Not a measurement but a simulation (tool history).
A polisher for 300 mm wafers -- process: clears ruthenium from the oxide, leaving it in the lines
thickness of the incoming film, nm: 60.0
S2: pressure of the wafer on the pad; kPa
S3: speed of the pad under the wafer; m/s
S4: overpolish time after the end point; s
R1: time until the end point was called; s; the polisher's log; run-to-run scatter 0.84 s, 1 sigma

run 1 hour=0.0 | flow_of_slurry_(ml/min)=210 S2=9.7 S3=0.80 S4=32 | R1=78.716
run 2 hour=3.3 | flow_of_slurry_(ml/min)=210 S2=9.7 S3=0.80 S4=32 | R1=79.142
run 3 hour=5.5 | flow_of_slurry_(ml/min)=210 S2=11.0 S3=0.80 S4=32 | R1=68.896
run 4 hour=10.8 | flow_of_slurry_(ml/min)=210 S2=11.0 S3=0.98 S4=32 | R1=57.488
run 5 hour=11.6 | flow_of_slurry_(ml/min)=185 S2=11.0 S3=0.98 S4=32 | R1=59.827
run 6 hour=16.6 | flow_of_slurry_(ml/min)=185 S2=13.1 S3=0.98 S4=32 | R1=49.201
run 7 hour=20.5 | flow_of_slurry_(ml/min)=170 S2=11.7 S3=0.96 S4=32 | R1=55.683

Predict the results of run 8:
run 8 hour=26.2 | flow_of_slurry_(ml/min)=170 S2=11.0 S3=0.96 S4=32 | R1=?

{"run 8": {"R1": 60.661}}
